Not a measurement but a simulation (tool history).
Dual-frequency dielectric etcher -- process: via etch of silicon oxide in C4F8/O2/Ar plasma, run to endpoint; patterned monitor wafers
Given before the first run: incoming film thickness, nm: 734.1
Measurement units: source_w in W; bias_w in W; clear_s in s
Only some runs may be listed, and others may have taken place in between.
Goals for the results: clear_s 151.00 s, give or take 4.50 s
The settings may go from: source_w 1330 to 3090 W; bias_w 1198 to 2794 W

run,day,source_w,bias_w,clear_s
1,0.000,2210,1996,127.02
2,0.088,2530,1996,118.05
3,0.362,2350,1996,123.98
4,0.458,2280,1973,126.78
5,0.712,2280,2294,118.29
6,0.846,2670,2294,108.04
7,0.967,2670,2294,108.09
8,1.271,2670,2294,108.12
9,1.446,2560,2257,111.69
10,1.700,2460,2225,116.66
11,1.838,2370,2202,117.02
12,1.942,2290,2163,121.97
13,2.138,2220,2145,123.96
14,2.388,2150,2127,126.30
15,2.562,2090,2110,130.25
16,2.938,2040,2099,129.35
17,3.188,1980,2082,132.91
18,3.429,1940,2070,135.75
19,3.492,1910,2062,137.10
20,3.554,1880,2055,137.08
21,3.625,1440,1834,171.14
22,3.821,1480,1839,167.00
23,4.154,1510,1844,165.00
24,4.300,1540,1848,162.76
25,4.529,1900,1979,140.88

Pick the move, out of 4, that brings all results within their allowed miss; only one does.
A,4.758,2010,1744,?
B,4.758,2310,1198,?
C,4.758,1610,2008,?
D,4.758,1490,2074,?

move,clear_s
A,142.16
B,159.62
C,151.31
D,156.34
A: nearer than the last run, and not there yet
B: the result that was furthest off in the last run now lies on the other side of its target
C: every result within its allowed miss
D: the result that was furthest off in the last run now lies on the other side of its target
The right move is C.

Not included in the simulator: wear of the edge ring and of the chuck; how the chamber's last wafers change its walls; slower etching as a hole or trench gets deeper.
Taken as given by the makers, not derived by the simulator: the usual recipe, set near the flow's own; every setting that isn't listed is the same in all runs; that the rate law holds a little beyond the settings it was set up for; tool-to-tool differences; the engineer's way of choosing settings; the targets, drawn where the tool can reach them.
